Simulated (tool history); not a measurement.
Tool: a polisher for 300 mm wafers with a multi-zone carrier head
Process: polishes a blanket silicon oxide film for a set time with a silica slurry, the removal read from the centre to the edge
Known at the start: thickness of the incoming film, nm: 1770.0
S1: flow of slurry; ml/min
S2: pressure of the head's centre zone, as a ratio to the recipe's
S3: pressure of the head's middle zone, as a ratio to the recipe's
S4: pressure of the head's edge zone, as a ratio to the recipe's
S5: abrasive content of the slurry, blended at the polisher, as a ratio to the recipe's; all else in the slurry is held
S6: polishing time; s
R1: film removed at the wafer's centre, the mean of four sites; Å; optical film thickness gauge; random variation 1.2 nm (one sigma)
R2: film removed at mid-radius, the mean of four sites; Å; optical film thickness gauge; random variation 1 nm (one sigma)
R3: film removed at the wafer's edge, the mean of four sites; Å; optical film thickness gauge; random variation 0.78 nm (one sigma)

run	day	S1	S2	S3	S4	S5	S6	R1	R2	R3
1	0	255	1	1	1	1	45	1987.7	1965.1	2031.8
2	0.129	255	1	1	0.95	1	45	1984.6	1957.8	1983.6
3	0.35	255	1	1.07	0.95	1	45	1977.7	2087.3	1969.4
4	0.404	250	0.98	1.06	0.94	0.95	44	1907.3	1999.9	1889.1
5	0.512	250	0.98	1.06	0.97	0.95	44	1898.7	1985.6	1921.2
6	0.638	310	0.98	1.06	0.97	0.95	44	1943	2004.6	1931.4

Run 7 comes next. What will it give?
7	0.942	275	0.88	1.01	0.87	0.7	31	?	?	?

Run 7 gave R1 1075.1 Å, R2 1189.8 Å, R3 1127 Å.
